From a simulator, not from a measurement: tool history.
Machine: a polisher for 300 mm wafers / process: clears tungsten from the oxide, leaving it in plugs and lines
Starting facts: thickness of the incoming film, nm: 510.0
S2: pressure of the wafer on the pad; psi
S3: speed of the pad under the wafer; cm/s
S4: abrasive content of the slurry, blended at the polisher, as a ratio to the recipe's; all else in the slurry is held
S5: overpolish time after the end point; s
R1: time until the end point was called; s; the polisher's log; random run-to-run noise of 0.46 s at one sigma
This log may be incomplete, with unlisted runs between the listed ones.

run 1 hour=0.0 | flow_of_slurry_(ml/min)=240 S2=3.9 S3=124 S4=1.0 S5=7 | R1=81.998
run 2 hour=8.4 | flow_of_slurry_(ml/min)=240 S2=4.3 S3=124 S4=1.0 S5=7 | R1=73.881
run 3 hour=14.9 | flow_of_slurry_(ml/min)=240 S2=4.6 S3=124 S4=1.0 S5=7 | R1=69.856
run 4 hour=16.5 | flow_of_slurry_(ml/min)=240 S2=4.6 S3=124 S4=0.9 S5=7 | R1=72.210
run 5 hour=21.4 | flow_of_slurry_(ml/min)=240 S2=4.6 S3=124 S4=0.9 S5=7 | R1=72.345
run 6 hour=24.8 | flow_of_slurry_(ml/min)=240 S2=4.6 S3=124 S4=0.8 S5=7 | R1=76.485
run 7 hour=31.1 | flow_of_slurry_(ml/min)=240 S2=5.0 S3=126 S4=0.8 S5=7 | R1=69.478
run 8 hour=36.8 | flow_of_slurry_(ml/min)=240 S2=5.3 S3=128 S4=0.8 S5=7 | R1=65.057
run 9 hour=42.7 | flow_of_slurry_(ml/min)=240 S2=5.5 S3=132 S4=0.8 S5=7 | R1=60.921
run 10 hour=47.5 | flow_of_slurry_(ml/min)=240 S2=5.6 S3=134 S4=0.8 S5=7 | R1=59.705
run 11 hour=49.3 | flow_of_slurry_(ml/min)=240 S2=5.7 S3=136 S4=0.8 S5=7 | R1=56.948

Run 12 comes next. What will it give?
run 12 hour=51.4 | flow_of_slurry_(ml/min)=240 S2=5.8 S3=138 S4=0.8 S5=7 | R1=?

R1: 55.134 s
